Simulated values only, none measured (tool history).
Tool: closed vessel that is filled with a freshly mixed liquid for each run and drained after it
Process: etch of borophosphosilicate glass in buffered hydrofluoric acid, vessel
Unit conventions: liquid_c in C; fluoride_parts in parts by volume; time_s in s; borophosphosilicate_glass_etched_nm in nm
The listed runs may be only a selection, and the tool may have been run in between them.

| run | hour | liquid_c | fluoride_parts | time_s | borophosphosilicate_glass_etched_nm |
|---|---|---|---|---|---|
| 1 | 0.0 | 23.0 | 22.0 | 30 | 25.526 |
| 2 | 3.7 | 24.5 | 19.5 | 30 | 30.475 |
| 3 | 6.2 | 25.5 | 18.0 | 30 | 35.019 |
| 4 | 15.3 | 25.5 | 18.0 | 30 | 34.779 |
| 5 | 16.5 | 26.5 | 17.0 | 30 | 38.632 |
| 6 | 22.4 | 26.5 | 12.5 | 30 | 52.458 |
| 7 | 27.2 | 27.0 | 12.5 | 30 | 53.606 |
| 8 | 34.9 | 27.5 | 12.5 | 30 | 55.191 |
| 9 | 44.2 | 28.0 | 12.5 | 30 | 56.611 |

Run 10 is up next; what results do you expect?
| 10 | 53.1 | 28.5 | 12.5 | 30 | ? |

Run 10 produced borophosphosilicate_glass_etched_nm 58.418 nm.
